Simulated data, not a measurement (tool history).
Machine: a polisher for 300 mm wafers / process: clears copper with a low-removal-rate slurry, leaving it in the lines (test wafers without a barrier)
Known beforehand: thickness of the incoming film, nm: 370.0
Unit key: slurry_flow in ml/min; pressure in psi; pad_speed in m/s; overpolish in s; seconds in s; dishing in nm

| run | hour | slurry_flow | pressure | pad_speed | slurry_solids | overpolish | seconds | dishing |
|---|---|---|---|---|---|---|---|---|
| 1 | 0.0 | 125 | 2.0 | 1.42 | 1.00 | 13 | 138.12 | 23.177 |
| 2 | 6.3 | 120 | 1.9 | 1.42 | 1.00 | 16 | 147.00 | 27.042 |
| 3 | 8.3 | 120 | 1.9 | 1.42 | 1.15 | 16 | 144.13 | 28.132 |
| 4 | 15.0 | 120 | 1.9 | 1.62 | 1.15 | 16 | 129.09 | 30.489 |
| 5 | 23.9 | 120 | 1.9 | 1.62 | 0.95 | 16 | 131.84 | 28.301 |
| 6 | 27.8 | 140 | 1.9 | 1.62 | 0.95 | 16 | 130.18 | 29.628 |
| 7 | 29.8 | 140 | 1.9 | 1.62 | 0.95 | 16 | 131.11 | 29.405 |
| 8 | 31.7 | 140 | 1.9 | 1.62 | 0.95 | 16 | 130.33 | 29.671 |
| 9 | 38.7 | 140 | 1.8 | 1.60 | 1.00 | 18 | 140.68 | 32.531 |
| 10 | 43.6 | 140 | 1.7 | 1.58 | 1.00 | 19 | 148.69 | 30.875 |
| 11 | 47.0 | 140 | 1.7 | 1.56 | 1.05 | 20 | 145.20 | 32.978 |

The next listed run, before its measurement:
| 12 | 53.4 | 140 | 1.6 | 1.54 | 1.05 | 21 | ? | ? |

{"run 12": {"seconds": 153.91, "dishing": 32.185}}

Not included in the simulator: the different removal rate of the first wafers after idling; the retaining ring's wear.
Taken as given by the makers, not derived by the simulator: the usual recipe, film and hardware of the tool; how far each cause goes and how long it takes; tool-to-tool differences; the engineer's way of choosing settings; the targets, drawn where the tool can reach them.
